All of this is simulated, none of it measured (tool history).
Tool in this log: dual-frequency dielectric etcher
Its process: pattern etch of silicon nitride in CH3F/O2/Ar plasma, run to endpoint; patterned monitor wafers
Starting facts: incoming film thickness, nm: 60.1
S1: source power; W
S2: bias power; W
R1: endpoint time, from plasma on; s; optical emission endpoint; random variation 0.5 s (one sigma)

run	hour	S1	S2	R1
1	0.0	500	64	81.488
2	4.0	500	72	78.273
3	11.5	500	66	80.720
4	20.1	420	66	86.147
5	24.8	390	64	88.799
6	28.3	470	64	82.166
7	31.2	420	62	87.963
8	33.4	390	61	90.630

Predict the results of run 9:
9	41.6	390	61	?

Run 9 yielded R1 90.399 s.

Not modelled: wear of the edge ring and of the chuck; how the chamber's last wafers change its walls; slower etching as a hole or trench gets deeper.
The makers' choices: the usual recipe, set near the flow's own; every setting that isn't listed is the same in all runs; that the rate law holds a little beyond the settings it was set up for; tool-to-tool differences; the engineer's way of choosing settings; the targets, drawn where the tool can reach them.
